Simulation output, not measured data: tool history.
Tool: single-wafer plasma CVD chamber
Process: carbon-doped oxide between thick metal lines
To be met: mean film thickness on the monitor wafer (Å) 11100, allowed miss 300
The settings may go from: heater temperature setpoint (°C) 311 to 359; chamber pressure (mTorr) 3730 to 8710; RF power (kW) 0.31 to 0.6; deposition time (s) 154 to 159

run  hour  heater temperature setpoint (°C)  chamber pressure (mTorr)  RF power (kW)  deposition time (s)  mean film thickness on the monitor wafer (Å)
  1     0                               335                      6220          0.455                  154                                        8856.9
  2   5.4                               335                      6220          0.395                  154                                        7575.2
  3   6.6                               335                      6220           0.33                  154                                        6083.2
  4  11.8                               334                      6290           0.36                  154                                        6896.2
  5  14.3                               332                      6540           0.38                  154                                        7378.1
  6  17.5                               330                      6770          0.395                  154                                        7829.9
  7  18.5                               328                      6970           0.41                  154                                          8219
  8    27                               327                      7110          0.425                  154                                        8563.3
  9  30.1                               326                      7200           0.44                  154                                        8970.2
 10  33.1                               325                      7300           0.45                  154                                        9252.1

Which of these 5 next moves meets every target?
  A  36.1                               321                      7730           0.49                  159                                             ?
  B  36.1                               316                      7110           0.56                  159                                             ?
  C  36.1                               325                      7640          0.485                  159                                             ?
  D  36.1                               314                      7190           0.49                  158                                             ?
  E  36.1                               339                      6260          0.575                  159                                             ?

move  mean film thickness on the monitor wafer (Å)
   A                                         10510
   B                                         11910
   C                                         10261
   D                                         10702
   E                                         11110
A: nearer than the last run, and not there yet
B: takes the result that was furthest off past its target
C: nearer than the last run, and not there yet
D: nearer than the last run, and not there yet
E: meets every target
Move E is the one to make.
